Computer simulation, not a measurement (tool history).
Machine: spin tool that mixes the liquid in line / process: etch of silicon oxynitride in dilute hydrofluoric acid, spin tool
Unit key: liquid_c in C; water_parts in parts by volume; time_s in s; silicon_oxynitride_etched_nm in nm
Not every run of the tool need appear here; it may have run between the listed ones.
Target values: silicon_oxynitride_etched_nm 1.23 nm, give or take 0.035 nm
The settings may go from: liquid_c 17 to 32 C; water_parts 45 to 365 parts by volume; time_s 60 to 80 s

run,hour,liquid_c,water_parts,time_s,silicon_oxynitride_etched_nm
1,0,24,205,80,1.4611
2,7.8,23.5,205,80,1.4194
3,12.1,23.5,135,80,2.2995
4,17,23.5,135,80,2.2866
5,20.5,21,135,80,2.0112
6,25.8,20.5,140,80,1.8986
7,33.5,20,145,80,1.7827
8,40.2,19.5,150,80,1.6924
9,45.3,19,155,80,1.5726
10,48.4,18.5,160,80,1.4971
11,49.3,18.5,160,80,1.4938
12,54.3,18.5,165,80,1.4346

Pick the move, out of 4, that brings all results within their allowed miss; only one does.
A,59.3,18,145,60,?
B,59.3,20.5,155,80,?
C,59.3,20,160,80,?
D,59.3,20,155,80,?

move,silicon_oxynitride_etched_nm
A,1.2111
B,1.6918
C,1.5951
D,1.6522
A: all results in spec
B: its largest miss is bigger than the last run's
C: its largest miss is bigger than the last run's
D: its largest miss is bigger than the last run's
So the answer is move A, the one that meets all the targets.
